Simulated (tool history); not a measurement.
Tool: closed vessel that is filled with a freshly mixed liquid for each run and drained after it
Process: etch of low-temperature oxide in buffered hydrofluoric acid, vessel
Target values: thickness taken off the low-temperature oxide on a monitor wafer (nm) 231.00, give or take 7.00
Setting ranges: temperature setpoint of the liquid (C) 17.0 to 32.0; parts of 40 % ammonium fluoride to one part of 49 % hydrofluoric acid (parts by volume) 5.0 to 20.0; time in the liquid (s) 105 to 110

| run | day | temperature setpoint of the liquid (C) | parts of 40 % ammonium fluoride to one part of 49 % hydrofluoric acid (parts by volume) | time in the liquid (s) | thickness taken off the low-temperature oxide on a monitor wafer (nm) |
|---|---|---|---|---|---|
| 1 | 0.000 | 24.0 | 12.0 | 105 | 299.01 |
| 2 | 0.196 | 24.0 | 10.0 | 105 | 351.31 |
| 3 | 0.312 | 24.0 | 10.0 | 110 | 362.43 |
| 4 | 0.671 | 22.5 | 10.5 | 110 | 327.20 |
| 5 | 1.000 | 21.0 | 10.5 | 110 | 299.07 |
| 6 | 1.029 | 20.0 | 10.5 | 110 | 282.50 |
| 7 | 1.254 | 19.5 | 10.5 | 110 | 275.65 |
| 8 | 1.492 | 19.0 | 10.5 | 110 | 264.58 |
| 9 | 1.671 | 18.5 | 10.5 | 110 | 255.37 |
| 10 | 1.900 | 18.0 | 10.5 | 110 | 250.03 |
| 11 | 2.079 | 17.5 | 10.5 | 110 | 248.73 |

Which of these 4 next moves meets every target?
| A | 2.258 | 20.5 | 12.0 | 110 | ? |
| B | 2.258 | 17.0 | 8.5 | 105 | ? |
| C | 2.258 | 18.5 | 10.5 | 105 | ? |
| D | 2.258 | 18.0 | 11.0 | 105 | ? |

| move | thickness taken off the low-temperature oxide on a monitor wafer (nm) |
|---|---|
| A | 255.12 |
| B | 271.51 |
| C | 247.95 |
| D | 230.33 |
A: lands further from the targets than the last run did
B: lands further from the targets than the last run did
C: roughly where the last run was
D: all results land within tolerance of their targets
The right move is D.
